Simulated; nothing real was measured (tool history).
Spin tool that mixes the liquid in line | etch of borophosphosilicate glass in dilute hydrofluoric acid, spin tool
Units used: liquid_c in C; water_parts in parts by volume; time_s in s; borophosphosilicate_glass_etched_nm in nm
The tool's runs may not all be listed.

| run | hour | liquid_c | water_parts | time_s | borophosphosilicate_glass_etched_nm |
|---|---|---|---|---|---|
| 1 | 0.0 | 25.0 | 245 | 15 | 2.7075 |
| 2 | 4.0 | 25.0 | 195 | 15 | 3.6401 |
| 3 | 5.2 | 25.0 | 195 | 15 | 3.6580 |
| 4 | 7.2 | 27.0 | 165 | 15 | 4.7926 |
| 5 | 11.2 | 29.0 | 165 | 15 | 5.1388 |
| 6 | 12.4 | 30.5 | 165 | 15 | 5.3938 |
| 7 | 19.9 | 33.0 | 70 | 15 | 15.7200 |
| 8 | 24.3 | 33.0 | 70 | 15 | 15.7730 |
| 9 | 27.1 | 32.0 | 70 | 15 | 15.1740 |
| 10 | 33.6 | 30.5 | 70 | 15 | 14.3950 |
| 11 | 35.7 | 29.5 | 70 | 15 | 13.9570 |

Forecast run 12:
| 12 | 43.2 | 25.5 | 75 | 15 | ? |

Logged for run 12: borophosphosilicate_glass_etched_nm 10.9890 nm.
